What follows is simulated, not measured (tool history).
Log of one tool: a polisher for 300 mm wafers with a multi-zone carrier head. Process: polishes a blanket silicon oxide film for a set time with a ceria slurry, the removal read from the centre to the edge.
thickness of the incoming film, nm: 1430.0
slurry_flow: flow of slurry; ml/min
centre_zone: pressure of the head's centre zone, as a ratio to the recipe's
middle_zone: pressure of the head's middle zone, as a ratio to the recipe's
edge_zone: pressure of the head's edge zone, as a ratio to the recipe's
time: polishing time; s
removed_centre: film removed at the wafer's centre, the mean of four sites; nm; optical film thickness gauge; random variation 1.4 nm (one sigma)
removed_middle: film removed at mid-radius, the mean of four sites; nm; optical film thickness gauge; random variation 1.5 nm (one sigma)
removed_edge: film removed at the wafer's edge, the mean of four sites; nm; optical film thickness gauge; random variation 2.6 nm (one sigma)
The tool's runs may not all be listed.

| run | hour | slurry_flow | centre_zone | middle_zone | edge_zone | time | removed_centre | removed_middle | removed_edge |
|---|---|---|---|---|---|---|---|---|---|
| 1 | 0.0 | 125 | 1.00 | 1.00 | 1.00 | 34 | 191.84 | 179.28 | 181.87 |
| 2 | 8.6 | 155 | 1.00 | 1.00 | 1.00 | 34 | 201.51 | 187.82 | 185.68 |
| 3 | 12.7 | 160 | 1.00 | 0.99 | 1.02 | 34 | 205.12 | 187.79 | 194.88 |
| 4 | 18.4 | 165 | 1.00 | 0.99 | 1.02 | 34 | 201.48 | 189.57 | 196.29 |
| 5 | 21.6 | 165 | 0.96 | 0.99 | 1.02 | 34 | 198.19 | 190.30 | 190.18 |
| 6 | 29.7 | 170 | 0.97 | 0.98 | 1.02 | 34 | 199.76 | 188.97 | 193.17 |
| 7 | 38.3 | 175 | 0.98 | 0.97 | 1.02 | 34 | 201.64 | 189.33 | 191.02 |
| 8 | 40.7 | 180 | 0.99 | 0.97 | 1.03 | 34 | 205.24 | 191.23 | 192.74 |

The next listed run, before its measurement:
| 9 | 45.6 | 180 | 1.00 | 0.96 | 1.05 | 34 | ? | ? | ? |

removed_centre: 207.10 nm
removed_middle: 188.35 nm
removed_edge: 198.16 nm
